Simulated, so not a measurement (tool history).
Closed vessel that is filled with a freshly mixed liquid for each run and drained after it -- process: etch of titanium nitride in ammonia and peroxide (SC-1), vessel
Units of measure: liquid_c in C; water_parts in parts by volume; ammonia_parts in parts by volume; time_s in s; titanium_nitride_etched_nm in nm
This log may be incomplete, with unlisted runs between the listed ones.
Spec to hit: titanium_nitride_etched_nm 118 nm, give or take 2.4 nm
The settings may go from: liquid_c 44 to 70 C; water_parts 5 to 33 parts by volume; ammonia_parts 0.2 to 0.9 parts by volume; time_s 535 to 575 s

run 1 hour=0 | liquid_c=60 water_parts=18.5 ammonia_parts=0.5 time_s=535 | titanium_nitride_etched_nm=85.281
run 2 hour=4.9 | liquid_c=60 water_parts=23.5 ammonia_parts=0.5 time_s=535 | titanium_nitride_etched_nm=74.257
run 3 hour=13.6 | liquid_c=62.5 water_parts=23.5 ammonia_parts=0.5 time_s=535 | titanium_nitride_etched_nm=87.087
run 4 hour=14.8 | liquid_c=62.5 water_parts=23.5 ammonia_parts=0.4 time_s=535 | titanium_nitride_etched_nm=84.097
run 5 hour=19 | liquid_c=64 water_parts=23.5 ammonia_parts=0.4 time_s=535 | titanium_nitride_etched_nm=93.921
run 6 hour=21 | liquid_c=61.5 water_parts=23.5 ammonia_parts=0.4 time_s=535 | titanium_nitride_etched_nm=78.644
run 7 hour=24.2 | liquid_c=63.5 water_parts=23.5 ammonia_parts=0.4 time_s=535 | titanium_nitride_etched_nm=89.866
run 8 hour=24.8 | liquid_c=63.5 water_parts=23.5 ammonia_parts=0.4 time_s=535 | titanium_nitride_etched_nm=90.045
run 9 hour=28.7 | liquid_c=65 water_parts=23.5 ammonia_parts=0.4 time_s=535 | titanium_nitride_etched_nm=98.85
run 10 hour=34.2 | liquid_c=66 water_parts=23.5 ammonia_parts=0.4 time_s=535 | titanium_nitride_etched_nm=104.52
run 11 hour=35.3 | liquid_c=66.5 water_parts=23.5 ammonia_parts=0.4 time_s=535 | titanium_nitride_etched_nm=108.34
run 12 hour=36.9 | liquid_c=67 water_parts=23.5 ammonia_parts=0.4 time_s=535 | titanium_nitride_etched_nm=111.08

Which of these 5 next moves meets every target?
run A hour=38.5 | liquid_c=66 water_parts=24 ammonia_parts=0.45 time_s=535 | titanium_nitride_etched_nm=?
run B hour=38.5 | liquid_c=66 water_parts=25.5 ammonia_parts=0.45 time_s=540 | titanium_nitride_etched_nm=?
run C hour=38.5 | liquid_c=65.5 water_parts=22 ammonia_parts=0.35 time_s=535 | titanium_nitride_etched_nm=?
run D hour=38.5 | liquid_c=69.5 water_parts=33 ammonia_parts=0.3 time_s=535 | titanium_nitride_etched_nm=?
run E hour=38.5 | liquid_c=66.5 water_parts=23 ammonia_parts=0.4 time_s=570 | titanium_nitride_etched_nm=?

move=A titanium_nitride_etched_nm=106.14
move=B titanium_nitride_etched_nm=103.51
move=C titanium_nitride_etched_nm=102.98
move=D titanium_nitride_etched_nm=101.88
move=E titanium_nitride_etched_nm=116.91
A: lands further from the targets than the last run did
B: lands further from the targets than the last run did
C: lands further from the targets than the last run did
D: lands further from the targets than the last run did
E: all results land within tolerance of their targets
The move that meets every target is E.
